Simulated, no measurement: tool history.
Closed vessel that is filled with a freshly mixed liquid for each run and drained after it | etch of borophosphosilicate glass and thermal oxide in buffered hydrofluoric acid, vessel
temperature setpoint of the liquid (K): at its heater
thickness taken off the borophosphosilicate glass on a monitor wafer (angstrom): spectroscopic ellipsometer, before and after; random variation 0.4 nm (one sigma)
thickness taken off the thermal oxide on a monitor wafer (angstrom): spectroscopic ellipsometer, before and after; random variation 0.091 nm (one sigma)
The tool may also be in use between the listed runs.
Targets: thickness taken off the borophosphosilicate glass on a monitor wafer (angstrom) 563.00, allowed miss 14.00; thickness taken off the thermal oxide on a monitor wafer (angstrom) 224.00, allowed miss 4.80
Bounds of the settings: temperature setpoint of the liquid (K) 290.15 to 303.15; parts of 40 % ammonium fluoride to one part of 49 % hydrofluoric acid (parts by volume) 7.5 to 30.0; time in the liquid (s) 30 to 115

run    day  temperature setpoint of the liquid (K)  parts of 40 % ammonium fluoride to one part of 49 % hydrofluoric acid (parts by volume)  time in the liquid (s)  thickness taken off the borophosphosilicate glass on a monitor wafer (angstrom)  thickness taken off the thermal oxide on a monitor wafer (angstrom)
  1  0.000                                  295.15                                                                                     21.0                      60                                                                           848.80                                                               342.06
  2  0.138                                  294.65                                                                                     21.5                      60                                                                           806.60                                                               323.99
  3  0.171                                  292.65                                                                                     21.5                      60                                                                           734.85                                                               291.17
  4  0.296                                  292.65                                                                                     21.5                      70                                                                           854.98                                                               340.51
  5  0.325                                  292.65                                                                                     21.5                      90                                                                          1110.70                                                               435.10
  6  0.658                                  295.15                                                                                     21.5                      90                                                                          1258.70                                                               503.55
     0.979  -- thermometer replaced
  7  0.979                                  294.65                                                                                     22.5                      85                                                                           981.02                                                               392.77
  8  1.254                                  294.15                                                                                     23.5                      85                                                                           918.95                                                               369.75
  9  1.375                                  290.15                                                                                     30.0                      80                                                                           590.37                                                               236.78

Which of these 4 next moves meets every target?
  A  1.496                                  290.15                                                                                     28.0                      80                                                                                ?                                                                    ?
  B  1.496                                  291.65                                                                                     28.0                      75                                                                                ?                                                                    ?
  C  1.496                                  290.65                                                                                     26.5                      75                                                                                ?                                                                    ?
  D  1.496                                  293.15                                                                                     30.0                      65                                                                                ?                                                                    ?

move  thickness taken off the borophosphosilicate glass on a monitor wafer (angstrom)  thickness taken off the thermal oxide on a monitor wafer (angstrom)
   A                                                                           616.50                                                               247.58
   B                                                                           629.07                                                               252.88
   C                                                                           617.79                                                               248.14
   D                                                                           565.24                                                               227.46
A: further off than the last run
B: further off than the last run
C: further off than the last run
D: meets every target
The right move is D.
